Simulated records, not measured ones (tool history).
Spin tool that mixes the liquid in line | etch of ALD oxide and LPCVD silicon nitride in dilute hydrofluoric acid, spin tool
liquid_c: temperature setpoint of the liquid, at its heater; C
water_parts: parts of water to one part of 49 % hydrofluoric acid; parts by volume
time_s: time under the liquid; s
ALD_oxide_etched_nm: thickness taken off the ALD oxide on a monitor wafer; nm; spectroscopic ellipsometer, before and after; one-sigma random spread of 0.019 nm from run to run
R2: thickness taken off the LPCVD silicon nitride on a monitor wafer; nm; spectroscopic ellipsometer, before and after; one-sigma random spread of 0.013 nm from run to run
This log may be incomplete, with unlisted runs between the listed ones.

{"run": 1, "hour": 0.0, "liquid_c": 22.0, "water_parts": 170, "time_s": 90, "ALD_oxide_etched_nm": 7.4644, "R2": 0.25899}
{"run": 2, "hour": 2.9, "liquid_c": 22.0, "water_parts": 170, "time_s": 110, "ALD_oxide_etched_nm": 9.1811, "R2": 0.27313}
{"run": 3, "hour": 11.7, "liquid_c": 21.0, "water_parts": 205, "time_s": 110, "ALD_oxide_etched_nm": 7.1193, "R2": 0.23448}
{"run": 4, "hour": 16.7, "liquid_c": 24.0, "water_parts": 205, "time_s": 110, "ALD_oxide_etched_nm": 8.0141, "R2": 0.29545}
{"run": 5, "hour": 25.6, "liquid_c": 22.5, "water_parts": 230, "time_s": 110, "ALD_oxide_etched_nm": 6.6417, "R2": 0.20568}
{"run": 6, "hour": 26.4, "liquid_c": 22.5, "water_parts": 255, "time_s": 110, "ALD_oxide_etched_nm": 5.7982, "R2": 0.181}
{"run": 7, "hour": 34.0, "liquid_c": 21.5, "water_parts": 265, "time_s": 105, "ALD_oxide_etched_nm": 4.9807, "R2": 0.17552}
{"run": 8, "hour": 40.1, "liquid_c": 20.5, "water_parts": 275, "time_s": 100, "ALD_oxide_etched_nm": 4.4107, "R2": 0.12689}
{"run": 9, "hour": 43.2, "liquid_c": 20.5, "water_parts": 275, "time_s": 100, "ALD_oxide_etched_nm": 4.4004, "R2": 0.1878}

Predict the results of run 10:
{"run": 10, "hour": 48.5, "liquid_c": 17.0, "water_parts": 305, "time_s": 95, "ALD_oxide_etched_nm": "?", "R2": "?"}

ALD_oxide_etched_nm: 3.2073 nm
R2: 0.11865 nm

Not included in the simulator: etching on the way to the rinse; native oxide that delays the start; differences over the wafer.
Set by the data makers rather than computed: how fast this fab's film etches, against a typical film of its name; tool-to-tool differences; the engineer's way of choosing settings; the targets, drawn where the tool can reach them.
